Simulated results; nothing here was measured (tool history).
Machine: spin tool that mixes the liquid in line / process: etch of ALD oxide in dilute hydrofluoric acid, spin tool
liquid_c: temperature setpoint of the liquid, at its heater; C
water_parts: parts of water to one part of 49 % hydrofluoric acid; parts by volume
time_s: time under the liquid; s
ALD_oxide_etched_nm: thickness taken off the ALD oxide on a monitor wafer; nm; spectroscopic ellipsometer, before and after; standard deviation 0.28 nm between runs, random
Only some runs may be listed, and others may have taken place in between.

Run 1, hour 0: liquid_c 25 C, water_parts 105 parts by volume, time_s 305 s. Result: ALD_oxide_etched_nm 42.933 nm.
Run 2, hour 7.8: liquid_c 24 C, water_parts 105 parts by volume, time_s 305 s. Result: ALD_oxide_etched_nm 41.532 nm.
Run 3, hour 14.5: liquid_c 23 C, water_parts 105 parts by volume, time_s 305 s. Result: ALD_oxide_etched_nm 40.321 nm.
Run 4, hour 21.2: liquid_c 23 C, water_parts 105 parts by volume, time_s 330 s. Result: ALD_oxide_etched_nm 43.248 nm.
Run 5, hour 24.7: liquid_c 23 C, water_parts 105 parts by volume, time_s 305 s. Result: ALD_oxide_etched_nm 39.878 nm.
Run 6, hour 29.9: liquid_c 23 C, water_parts 90 parts by volume, time_s 305 s. Result: ALD_oxide_etched_nm 47.593 nm.
Run 7, hour 31.4: liquid_c 22 C, water_parts 90 parts by volume, time_s 305 s. Result: ALD_oxide_etched_nm 45.38 nm.
Run 8, hour 37.7: liquid_c 21 C, water_parts 90 parts by volume, time_s 305 s. Result: ALD_oxide_etched_nm 43.712 nm.

For run 9, what comes out?
Run 9, hour 43.5: liquid_c 20.5 C, water_parts 90 parts by volume, time_s 305 s. Result: ALD_oxide_etched_nm ?.

ALD_oxide_etched_nm: 42.071 nm

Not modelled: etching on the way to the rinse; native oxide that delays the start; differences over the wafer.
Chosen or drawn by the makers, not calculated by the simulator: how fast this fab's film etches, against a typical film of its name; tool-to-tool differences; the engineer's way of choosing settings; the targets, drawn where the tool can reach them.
